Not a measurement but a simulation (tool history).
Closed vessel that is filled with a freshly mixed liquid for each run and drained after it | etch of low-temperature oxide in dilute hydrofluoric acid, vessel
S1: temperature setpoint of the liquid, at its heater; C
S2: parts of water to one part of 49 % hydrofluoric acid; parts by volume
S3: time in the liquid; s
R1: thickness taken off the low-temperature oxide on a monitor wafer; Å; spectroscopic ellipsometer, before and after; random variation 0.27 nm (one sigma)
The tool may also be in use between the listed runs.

run 1 day=0.000 | S1=22.0 S2=255 S3=1395 | R1=1094.80
run 2 day=0.338 | S1=22.0 S2=255 S3=1500 | R1=1186.10
run 3 day=0.546 | S1=25.0 S2=255 S3=1500 | R1=1331.10
run 4 day=0.683 | S1=23.5 S2=270 S3=1500 | R1=1166.90
run 5 day=0.792 | S1=23.5 S2=350 S3=1500 | R1=834.37
run 6 day=0.992 | S1=22.5 S2=350 S3=1500 | R1=805.23
run 7 day=1.283 | S1=21.5 S2=350 S3=1500 | R1=774.50
run 8 day=1.338 | S1=20.5 S2=350 S3=1500 | R1=750.26
-- day=1.508 hydrofluoric acid flow meter replaced
run 9 day=1.508 | S1=20.0 S2=350 S3=1500 | R1=647.41

Forecast run 10:
run 10 day=1.883 | S1=20.5 S2=350 S3=1500 | R1=?

{"run 10": {"R1": 648.21}}
